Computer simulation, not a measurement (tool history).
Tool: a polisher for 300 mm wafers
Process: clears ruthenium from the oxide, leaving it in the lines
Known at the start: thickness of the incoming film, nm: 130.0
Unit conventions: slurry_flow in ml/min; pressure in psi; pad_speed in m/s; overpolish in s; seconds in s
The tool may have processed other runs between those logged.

run,hour,slurry_flow,pressure,pad_speed,overpolish,seconds
1,0.0,270,2.0,0.76,6,132.51
2,0.8,270,2.0,0.76,6,129.96
3,6.4,270,2.1,0.76,6,123.97
4,11.1,270,2.1,0.76,5,125.59
5,15.3,270,2.2,0.76,5,116.04
6,23.0,270,2.0,0.76,5,130.09

Expected results for the next run?
7,26.6,270,2.1,0.76,5,?

{"run 7": {"seconds": 124.65}}

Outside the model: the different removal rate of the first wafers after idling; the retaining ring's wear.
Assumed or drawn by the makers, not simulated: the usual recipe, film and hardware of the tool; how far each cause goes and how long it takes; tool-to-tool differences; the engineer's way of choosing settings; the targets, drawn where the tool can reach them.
